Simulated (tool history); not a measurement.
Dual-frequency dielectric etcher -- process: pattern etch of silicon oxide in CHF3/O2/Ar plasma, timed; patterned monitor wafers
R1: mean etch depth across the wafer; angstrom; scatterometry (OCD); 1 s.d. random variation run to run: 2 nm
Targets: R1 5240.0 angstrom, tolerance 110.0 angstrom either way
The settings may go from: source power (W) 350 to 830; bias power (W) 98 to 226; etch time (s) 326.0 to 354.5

run 1 day=0.000 | source_power_(W)=590 bias_power_(W)=162 etch_time_(s)=354.5 | R1=7343.7
run 2 day=0.212 | source_power_(W)=560 bias_power_(W)=154 etch_time_(s)=351.0 | R1=6966.7
run 3 day=0.475 | source_power_(W)=560 bias_power_(W)=144 etch_time_(s)=351.0 | R1=6839.0
run 4 day=0.846 | source_power_(W)=500 bias_power_(W)=144 etch_time_(s)=351.0 | R1=6499.4
run 5 day=0.896 | source_power_(W)=500 bias_power_(W)=130 etch_time_(s)=351.0 | R1=6302.5
run 6 day=0.975 | source_power_(W)=500 bias_power_(W)=130 etch_time_(s)=354.5 | R1=6385.4
-- day=1.262 bias power generator calibrated
run 7 day=1.262 | source_power_(W)=380 bias_power_(W)=98 etch_time_(s)=326.0 | R1=4838.4
run 8 day=1.412 | source_power_(W)=380 bias_power_(W)=98 etch_time_(s)=326.0 | R1=4811.7

Next run, 4 choices. One meets every target within its allowed miss, the rest don't. Which?
run A day=1.562 | source_power_(W)=350 bias_power_(W)=111 etch_time_(s)=336.5 | R1=?
run B day=1.562 | source_power_(W)=430 bias_power_(W)=110 etch_time_(s)=344.0 | R1=?
run C day=1.562 | source_power_(W)=360 bias_power_(W)=101 etch_time_(s)=338.0 | R1=?
run D day=1.562 | source_power_(W)=360 bias_power_(W)=107 etch_time_(s)=354.5 | R1=?

move=A R1=4890.1
move=B R1=5491.5
move=C R1=4868.0
move=D R1=5175.3
A: closer than the last run, but not yet in spec
B: takes the result that was furthest off past its target
C: closer than the last run, but not yet in spec
D: each result inside its tolerance
The right move is D.
